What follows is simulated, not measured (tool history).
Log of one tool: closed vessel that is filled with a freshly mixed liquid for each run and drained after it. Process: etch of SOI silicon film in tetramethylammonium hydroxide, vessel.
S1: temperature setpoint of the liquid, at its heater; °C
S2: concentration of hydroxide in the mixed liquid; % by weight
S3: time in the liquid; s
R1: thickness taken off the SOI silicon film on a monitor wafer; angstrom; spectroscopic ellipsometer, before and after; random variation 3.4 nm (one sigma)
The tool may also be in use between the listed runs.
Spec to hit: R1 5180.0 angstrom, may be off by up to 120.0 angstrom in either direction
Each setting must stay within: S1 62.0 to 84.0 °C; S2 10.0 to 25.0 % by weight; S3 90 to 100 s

run 1 hour=0.0 | S1=75.0 S2=19.5 S3=90 | R1=6941.2
run 2 hour=2.2 | S1=75.0 S2=19.5 S3=90 | R1=6937.0
run 3 hour=3.7 | S1=80.5 S2=19.5 S3=90 | R1=9354.7
run 4 hour=4.7 | S1=79.5 S2=19.5 S3=90 | R1=8941.7
run 5 hour=8.4 | S1=79.5 S2=23.0 S3=90 | R1=7923.8
run 6 hour=11.7 | S1=79.5 S2=19.5 S3=90 | R1=8780.4
run 7 hour=15.3 | S1=78.5 S2=19.5 S3=90 | R1=8249.9
run 8 hour=16.5 | S1=77.5 S2=19.5 S3=90 | R1=7859.1
run 9 hour=20.5 | S1=71.0 S2=20.0 S3=90 | R1=5401.7

Pick the move, out of 4, that brings all results within their allowed miss; only one does.
run A hour=24.5 | S1=69.0 S2=20.0 S3=90 | R1=?
run B hour=24.5 | S1=71.0 S2=24.0 S3=100 | R1=?
run C hour=24.5 | S1=67.0 S2=18.0 S3=100 | R1=?
run D hour=24.5 | S1=69.0 S2=22.0 S3=95 | R1=?

move=A R1=4789.5
move=B R1=5156.0
move=C R1=4948.1
move=D R1=4817.5
A: carries the result that was furthest off beyond its target, to the other side
B: all results land within tolerance of their targets
C: carries the result that was furthest off beyond its target, to the other side
D: carries the result that was furthest off beyond its target, to the other side
Correct choice: B, which meets every target
